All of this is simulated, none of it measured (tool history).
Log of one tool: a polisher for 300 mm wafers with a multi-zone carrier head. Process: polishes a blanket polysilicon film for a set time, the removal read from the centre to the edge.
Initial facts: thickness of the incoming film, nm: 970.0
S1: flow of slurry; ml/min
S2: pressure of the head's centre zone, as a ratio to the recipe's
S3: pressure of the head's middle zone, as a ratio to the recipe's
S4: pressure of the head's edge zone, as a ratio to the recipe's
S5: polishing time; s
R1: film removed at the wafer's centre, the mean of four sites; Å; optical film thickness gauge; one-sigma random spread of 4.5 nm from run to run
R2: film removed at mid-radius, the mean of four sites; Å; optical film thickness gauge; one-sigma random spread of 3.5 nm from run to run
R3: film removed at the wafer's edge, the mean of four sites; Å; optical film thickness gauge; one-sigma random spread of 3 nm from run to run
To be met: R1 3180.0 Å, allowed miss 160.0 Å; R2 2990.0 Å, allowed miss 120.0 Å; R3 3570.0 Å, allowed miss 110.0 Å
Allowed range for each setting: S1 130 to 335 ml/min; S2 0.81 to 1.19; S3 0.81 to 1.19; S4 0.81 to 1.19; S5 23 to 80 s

run    day   S1    S2    S3    S4  S5      R1      R2      R3
  1  0.000  215  1.00  1.00  1.00  51  3966.2  3817.7  3908.8
  2  0.279  195  1.00  1.00  1.00  51  3803.6  3807.8  3953.5
  3  0.392  185  0.99  0.95  0.99  50  3678.0  3509.6  3870.1
  4  0.633  180  0.97  0.93  0.97  49  3586.5  3413.3  3651.4
  5  1.004  170  0.96  0.91  0.98  48  3466.2  3266.5  3609.8
  6  1.171  210  0.96  0.91  0.98  48  3622.8  3402.1  3672.8
  7  1.542  190  0.95  0.89  0.99  48  3464.5  3272.6  3687.5
  8  1.575  180  0.94  0.87  0.99  48  3341.8  3233.2  3629.2
  9  1.729  170  0.94  0.85  0.99  48  3371.8  3113.5  3645.2
 10  2.075  170  0.94  0.85  0.99  48  3275.4  3207.6  3620.6

Exercise: of the 5 proposed moves below, exactly one satisfies all targets within the stated allowed misses. Which move is it?
  A  2.421  130  0.89  0.95  0.91  49   ?   ?   ?
  B  2.421  130  0.91  0.98  0.99  51   ?   ?   ?
  C  2.421  155  0.92  1.06  0.81  52   ?   ?   ?
  D  2.421  215  0.93  0.83  1.04  45   ?   ?   ?
  E  2.421  130  0.94  0.99  1.05  48   ?   ?   ?

move      R1      R2      R3
   A  3044.6  3354.9  3455.8
   B  3236.2  3563.7  3741.3
   C  3456.6  3955.5  3556.5
   D  3184.6  3057.6  3588.3
   E  3140.2  3376.1  3623.3
A: lands further from the targets than the last run did
B: lands further from the targets than the last run did
C: lands further from the targets than the last run did
D: all results land within tolerance of their targets
E: lands further from the targets than the last run did
Go with D: it meets all targets.
